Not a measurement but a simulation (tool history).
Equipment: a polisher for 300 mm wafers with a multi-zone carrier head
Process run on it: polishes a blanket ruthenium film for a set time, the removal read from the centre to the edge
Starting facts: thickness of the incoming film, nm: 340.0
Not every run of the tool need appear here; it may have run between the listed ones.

run	hour	flow of slurry (ml/min)	pressure of the head's centre zone	pressure of the head's middle zone	pressure of the head's edge zone	polishing time (s)	film removed at the wafer's centre (angstrom)	film removed at mid-radius (angstrom)	film removed at the wafer's edge (angstrom)
1	0.0	265	1.00	1.00	1.00	45	600.06	591.85	591.68
2	2.3	265	1.04	1.00	1.00	45	626.87	596.84	586.81
3	3.9	335	1.04	1.00	1.00	45	644.56	614.95	600.68
4	10.2	295	1.04	1.00	1.00	45	632.74	607.79	584.61
5	14.4	285	1.02	1.00	0.97	44	618.62	581.45	565.73
6	21.3	285	1.02	1.00	0.89	44	608.67	582.34	539.45
7	22.9	275	0.99	1.00	0.89	44	597.64	587.13	544.84

Forecast run 8:
8	25.0	260	0.89	0.95	0.86	42	?	?	?

Run 8 came out at film removed at the wafer's centre (angstrom) 509.63, film removed at mid-radius (angstrom) 531.65, film removed at the wafer's edge (angstrom) 508.32.
